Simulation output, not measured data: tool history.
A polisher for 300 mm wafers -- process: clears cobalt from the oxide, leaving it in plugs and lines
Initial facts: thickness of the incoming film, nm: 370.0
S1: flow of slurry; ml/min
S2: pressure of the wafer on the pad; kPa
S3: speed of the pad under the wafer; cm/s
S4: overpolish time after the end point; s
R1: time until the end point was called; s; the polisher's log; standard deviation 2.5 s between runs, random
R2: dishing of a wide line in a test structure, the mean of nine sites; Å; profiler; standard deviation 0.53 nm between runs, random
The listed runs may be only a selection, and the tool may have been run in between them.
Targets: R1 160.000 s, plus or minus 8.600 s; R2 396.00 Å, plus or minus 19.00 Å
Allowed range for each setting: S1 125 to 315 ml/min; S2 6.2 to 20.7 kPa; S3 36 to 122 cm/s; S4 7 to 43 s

Run 1, day 0.000: S1 205 ml/min, S2 13.1 kPa, S3 78 cm/s, S4 22 s. Result: R1 98.490 s, R2 453.00 Å.
Run 2, day 0.067: S1 205 ml/min, S2 13.1 kPa, S3 86 cm/s, S4 22 s. Result: R1 89.532 s, R2 474.32 Å.
Run 3, day 0.283: S1 205 ml/min, S2 13.1 kPa, S3 96 cm/s, S4 22 s. Result: R1 81.025 s, R2 489.40 Å.
Run 4, day 0.488: S1 205 ml/min, S2 13.1 kPa, S3 96 cm/s, S4 14 s. Result: R1 82.157 s, R2 382.80 Å.
Run 5, day 0.783: S1 205 ml/min, S2 13.1 kPa, S3 96 cm/s, S4 23 s. Result: R1 80.587 s, R2 504.94 Å.
Run 6, day 1.104: S1 205 ml/min, S2 13.1 kPa, S3 84 cm/s, S4 23 s. Result: R1 90.989 s, R2 468.77 Å.
Run 7, day 1.454: S1 205 ml/min, S2 11.7 kPa, S3 82 cm/s, S4 24 s. Result: R1 104.060 s, R2 450.33 Å.
Run 8, day 1.712: S1 205 ml/min, S2 10.3 kPa, S3 80 cm/s, S4 25 s. Result: R1 124.050 s, R2 437.64 Å.
Run 9, day 1.771: S1 205 ml/min, S2 9.7 kPa, S3 80 cm/s, S4 25 s. Result: R1 132.590 s, R2 413.21 Å.
Run 10, day 2.083: S1 205 ml/min, S2 9.0 kPa, S3 80 cm/s, S4 26 s. Result: R1 137.130 s, R2 413.89 Å.
Run 11, day 2.229: S1 205 ml/min, S2 8.3 kPa, S3 80 cm/s, S4 26 s. Result: R1 147.970 s, R2 380.82 Å.
Run 12, day 2.425: S1 205 ml/min, S2 8.3 kPa, S3 80 cm/s, S4 27 s. Result: R1 149.950 s, R2 398.12 Å.

Below are 5 possible settings for the next run. Only one of them brings all results inside the allowed miss of their targets. Which is it?
Run A, day 2.621: S1 225 ml/min, S2 7.6 kPa, S3 94 cm/s, S4 25 s. Result: R1 ?, R2 ?.
Run B, day 2.621: S1 240 ml/min, S2 8.3 kPa, S3 74 cm/s, S4 24 s. Result: R1 ?, R2 ?.
Run C, day 2.621: S1 185 ml/min, S2 9.0 kPa, S3 84 cm/s, S4 29 s. Result: R1 ?, R2 ?.
Run D, day 2.621: S1 220 ml/min, S2 6.2 kPa, S3 82 cm/s, S4 28 s. Result: R1 ?, R2 ?.
Run E, day 2.621: S1 190 ml/min, S2 7.6 kPa, S3 82 cm/s, S4 28 s. Result: R1 ?, R2 ?.

move       R1      R2
   A  135.240  413.15
   B  155.830  370.48
   C  132.330  453.12
   D  187.230  364.41
   E  158.180  403.52
A: misses by more than the last run did
B: meets the target for the result that was furthest off, but another lies outside its allowed miss
C: misses by more than the last run did
D: moves the result that the last run missed by most past its target, out the other side
E: in spec on every target
The right move is E.

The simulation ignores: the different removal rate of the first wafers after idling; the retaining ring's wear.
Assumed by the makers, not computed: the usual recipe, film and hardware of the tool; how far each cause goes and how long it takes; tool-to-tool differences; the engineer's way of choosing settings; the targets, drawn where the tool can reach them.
